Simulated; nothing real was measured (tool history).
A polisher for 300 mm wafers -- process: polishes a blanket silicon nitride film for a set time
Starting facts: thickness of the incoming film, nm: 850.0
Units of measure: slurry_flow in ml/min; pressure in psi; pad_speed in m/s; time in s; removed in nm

run 1 hour=0.0 | slurry_flow=180 pressure=2.6 pad_speed=1.04 time=59 | removed=75.853
run 2 hour=4.8 | slurry_flow=180 pressure=2.4 pad_speed=1.04 time=59 | removed=71.903
run 3 hour=6.4 | slurry_flow=200 pressure=2.4 pad_speed=1.04 time=59 | removed=74.212
run 4 hour=8.7 | slurry_flow=190 pressure=2.3 pad_speed=1.04 time=59 | removed=71.633
run 5 hour=14.3 | slurry_flow=190 pressure=2.0 pad_speed=1.04 time=59 | removed=65.308
run 6 hour=21.7 | slurry_flow=185 pressure=1.9 pad_speed=1.04 time=59 | removed=63.443
run 7 hour=24.6 | slurry_flow=180 pressure=1.8 pad_speed=1.04 time=59 | removed=61.893

Forecast run 8:
run 8 hour=30.2 | slurry_flow=175 pressure=1.7 pad_speed=1.04 time=59 | removed=?

Run 8 came out at removed 58.505 nm.

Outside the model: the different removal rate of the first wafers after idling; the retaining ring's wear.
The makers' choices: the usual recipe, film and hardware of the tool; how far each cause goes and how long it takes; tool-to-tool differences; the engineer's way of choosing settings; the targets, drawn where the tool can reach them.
